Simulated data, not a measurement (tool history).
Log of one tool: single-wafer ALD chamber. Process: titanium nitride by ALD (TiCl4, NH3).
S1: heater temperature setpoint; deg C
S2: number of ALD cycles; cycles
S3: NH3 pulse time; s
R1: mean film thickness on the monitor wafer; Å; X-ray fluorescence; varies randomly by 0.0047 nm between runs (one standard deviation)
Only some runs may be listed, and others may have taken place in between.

run	hour	S1	S2	S3	R1
1	0	385	59	1.82	12.468
2	2.4	395	59	1.82	12.613
3	3.5	389	58	1.62	12.206
4	8.2	384	58	1.45	11.994
5	14.9	389	58	1.45	12.056
6	22.4	384	58	1.31	11.867
7	27.5	384	58	1.31	11.869
8	28.4	380	58	1.2	11.742
9	31.9	368	56	0.66	9.1822
10	41	371	56	0.66	9.2948
11	42	374	56	0.66	9.4846
12	48.6	374	56	0.66	9.551
13	55.4	386	59	1.24	12.111
14	64	374	58	1.24	11.655
15	66.6	374	58	1.2	11.504
16	67.5	374	58	1.16	11.516
17	69.9	376	58	1.14	11.519
18	77.2	377	58	1.12	11.505
19	83.4	377	58	1.09	11.472
20	90.6	377	58	1.06	11.435
21	93.9	377	58	1.04	11.324
22	97.4	365	56	0.66	9.0072
# hour 104: thermocouple changed; heater temperature recalibrated
23	104	377	57	0.66	9.5822
24	111.2	377	57	0.68	9.7617

Expected results for the next run?
25	114.1	377	57	0.69	?

R1: 9.7795 Å
